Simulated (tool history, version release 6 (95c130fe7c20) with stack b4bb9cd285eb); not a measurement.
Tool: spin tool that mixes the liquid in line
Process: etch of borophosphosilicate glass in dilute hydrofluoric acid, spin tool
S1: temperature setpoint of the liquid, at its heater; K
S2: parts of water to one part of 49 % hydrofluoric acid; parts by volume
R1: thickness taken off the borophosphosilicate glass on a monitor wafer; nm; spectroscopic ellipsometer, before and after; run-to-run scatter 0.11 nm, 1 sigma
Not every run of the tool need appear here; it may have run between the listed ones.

run 1 hour=0.0 | S1=296.15 S2=105 time_under_the_liquid_(s)=25 | R1=11.576
run 2 hour=4.1 | S1=297.15 S2=100 time_under_the_liquid_(s)=25 | R1=12.772
run 3 hour=10.5 | S1=297.15 S2=85 time_under_the_liquid_(s)=25 | R1=15.269
run 4 hour=16.8 | S1=297.15 S2=50 time_under_the_liquid_(s)=25 | R1=27.065
-- hour=18.0 hydrofluoric acid flow meter replaced
run 5 hour=18.0 | S1=300.65 S2=50 time_under_the_liquid_(s)=25 | R1=29.426
run 6 hour=21.4 | S1=299.65 S2=50 time_under_the_liquid_(s)=25 | R1=28.137
run 7 hour=26.5 | S1=298.15 S2=50 time_under_the_liquid_(s)=25 | R1=26.353
run 8 hour=33.5 | S1=297.15 S2=50 time_under_the_liquid_(s)=25 | R1=25.576

Forecast run 9:
run 9 hour=39.1 | S1=296.15 S2=50 time_under_the_liquid_(s)=25 | R1=?

Run 9 measured R1 24.499 nm.

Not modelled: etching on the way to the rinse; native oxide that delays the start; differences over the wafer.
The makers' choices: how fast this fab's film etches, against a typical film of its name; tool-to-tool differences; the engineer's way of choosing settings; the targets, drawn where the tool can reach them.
